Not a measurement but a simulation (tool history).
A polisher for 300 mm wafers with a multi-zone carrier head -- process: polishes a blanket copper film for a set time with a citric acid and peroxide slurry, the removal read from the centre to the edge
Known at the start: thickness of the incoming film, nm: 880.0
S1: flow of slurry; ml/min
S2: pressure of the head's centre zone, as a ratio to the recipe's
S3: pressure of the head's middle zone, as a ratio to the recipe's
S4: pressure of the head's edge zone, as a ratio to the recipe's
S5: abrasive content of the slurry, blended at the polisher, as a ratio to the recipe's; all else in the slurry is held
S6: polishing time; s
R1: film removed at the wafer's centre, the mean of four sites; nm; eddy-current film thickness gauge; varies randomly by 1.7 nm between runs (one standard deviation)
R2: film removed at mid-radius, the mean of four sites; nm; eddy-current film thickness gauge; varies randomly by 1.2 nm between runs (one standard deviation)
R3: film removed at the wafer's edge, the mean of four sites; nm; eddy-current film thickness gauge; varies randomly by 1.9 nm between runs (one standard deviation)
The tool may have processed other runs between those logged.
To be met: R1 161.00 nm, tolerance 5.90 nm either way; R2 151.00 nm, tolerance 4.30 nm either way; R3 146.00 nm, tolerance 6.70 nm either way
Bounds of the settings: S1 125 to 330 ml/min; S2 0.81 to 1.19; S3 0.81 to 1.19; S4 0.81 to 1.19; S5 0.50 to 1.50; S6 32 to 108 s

| run | hour | S1 | S2 | S3 | S4 | S5 | S6 | R1 | R2 | R3 |
|---|---|---|---|---|---|---|---|---|---|---|
| 1 | 0.0 | 210 | 1.00 | 1.00 | 1.00 | 1.00 | 70 | 116.74 | 113.78 | 119.76 |
| 2 | 7.8 | 210 | 1.00 | 1.00 | 0.92 | 1.00 | 70 | 114.32 | 113.12 | 115.79 |
| 3 | 15.8 | 215 | 1.01 | 1.01 | 0.94 | 1.05 | 70 | 119.71 | 116.75 | 116.39 |
| 4 | 16.6 | 215 | 1.01 | 1.01 | 0.94 | 1.05 | 78 | 131.75 | 128.89 | 127.96 |
| 5 | 18.9 | 220 | 1.02 | 1.02 | 0.96 | 1.05 | 78 | 136.18 | 130.17 | 127.78 |
| 6 | 23.4 | 220 | 1.02 | 0.95 | 0.96 | 1.05 | 78 | 135.88 | 123.91 | 129.30 |
| 7 | 26.6 | 225 | 1.02 | 0.96 | 0.98 | 1.10 | 78 | 136.27 | 126.17 | 129.13 |
| 8 | 29.5 | 220 | 1.02 | 0.97 | 0.99 | 1.10 | 79 | 134.25 | 129.15 | 133.07 |
| 9 | 34.7 | 225 | 1.03 | 0.98 | 1.00 | 1.10 | 80 | 141.81 | 130.48 | 135.10 |
| 10 | 41.3 | 230 | 1.03 | 0.99 | 1.01 | 1.10 | 80 | 137.88 | 131.45 | 137.76 |
| 11 | 46.6 | 230 | 1.04 | 1.00 | 1.01 | 1.15 | 80 | 140.98 | 137.73 | 138.17 |
| 12 | 54.3 | 235 | 1.05 | 1.00 | 1.01 | 1.15 | 80 | 145.26 | 136.24 | 140.11 |
| 13 | 58.4 | 240 | 1.06 | 1.01 | 1.01 | 1.15 | 80 | 145.48 | 138.03 | 139.48 |
| 14 | 63.6 | 245 | 1.07 | 1.02 | 1.01 | 1.15 | 80 | 148.00 | 138.87 | 136.73 |
| 15 | 68.3 | 245 | 1.08 | 1.02 | 1.02 | 1.15 | 80 | 148.30 | 137.63 | 140.09 |
| 16 | 69.3 | 245 | 1.08 | 1.02 | 1.02 | 1.15 | 80 | 144.19 | 139.95 | 140.58 |

Next run, 5 choices. One meets every target within its allowed miss, the rest don't. Which?
| A | 70.3 | 300 | 1.08 | 1.16 | 0.95 | 1.20 | 76 | ? | ? | ? |
| B | 70.3 | 235 | 0.98 | 1.17 | 1.07 | 1.20 | 74 | ? | ? | ? |
| C | 70.3 | 255 | 1.19 | 0.90 | 1.14 | 0.85 | 88 | ? | ? | ? |
| D | 70.3 | 235 | 1.07 | 1.17 | 0.89 | 1.30 | 81 | ? | ? | ? |
| E | 70.3 | 265 | 1.08 | 1.02 | 0.96 | 1.30 | 85 | ? | ? | ? |

| move | R1 | R2 | R3 |
|---|---|---|---|
| A | 143.70 | 151.66 | 130.97 |
| B | 126.42 | 144.66 | 132.22 |
| C | 166.39 | 132.23 | 156.19 |
| D | 149.30 | 160.34 | 134.24 |
| E | 160.21 | 151.84 | 147.85 |
A: about as far from the targets as the last run
B: further off than the last run
C: meets the target for the result that was furthest off, but another lies outside its allowed miss
D: better than the last run, though not everything is in spec
E: every result within its allowed miss
Answer: E

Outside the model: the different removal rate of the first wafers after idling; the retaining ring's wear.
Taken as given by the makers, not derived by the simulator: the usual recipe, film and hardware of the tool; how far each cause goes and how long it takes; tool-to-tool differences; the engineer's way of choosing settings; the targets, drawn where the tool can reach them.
